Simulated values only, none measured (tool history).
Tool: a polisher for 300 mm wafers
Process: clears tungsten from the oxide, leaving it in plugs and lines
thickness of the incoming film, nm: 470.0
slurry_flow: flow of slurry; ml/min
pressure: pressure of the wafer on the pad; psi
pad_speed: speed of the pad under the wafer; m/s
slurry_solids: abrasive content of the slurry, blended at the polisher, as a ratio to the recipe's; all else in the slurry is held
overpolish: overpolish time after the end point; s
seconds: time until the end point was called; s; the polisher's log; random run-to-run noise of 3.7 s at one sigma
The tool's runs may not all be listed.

run 1 hour=0 | slurry_flow=180 pressure=3.2 pad_speed=1.16 slurry_solids=1 overpolish=33 | seconds=116.21
run 2 hour=7 | slurry_flow=180 pressure=2.8 pad_speed=1.14 slurry_solids=1 overpolish=33 | seconds=135.07
run 3 hour=9.5 | slurry_flow=150 pressure=2.8 pad_speed=1.14 slurry_solids=1 overpolish=33 | seconds=139.92
run 4 hour=10.5 | slurry_flow=150 pressure=2.6 pad_speed=1.12 slurry_solids=1 overpolish=33 | seconds=146.46
run 5 hour=17.9 | slurry_flow=150 pressure=2.4 pad_speed=1.1 slurry_solids=1 overpolish=33 | seconds=166.81
run 6 hour=25.2 | slurry_flow=165 pressure=2.4 pad_speed=1.1 slurry_solids=1 overpolish=33 | seconds=166.59
run 7 hour=30.8 | slurry_flow=165 pressure=1.7 pad_speed=1.06 slurry_solids=1 overpolish=33 | seconds=235.34

Run 8, settings as shown, results not yet in. Your forecast:
run 8 hour=33.6 | slurry_flow=165 pressure=1.8 pad_speed=1.06 slurry_solids=1 overpolish=33 | seconds=?

Run 8 yielded seconds 220.74 s.
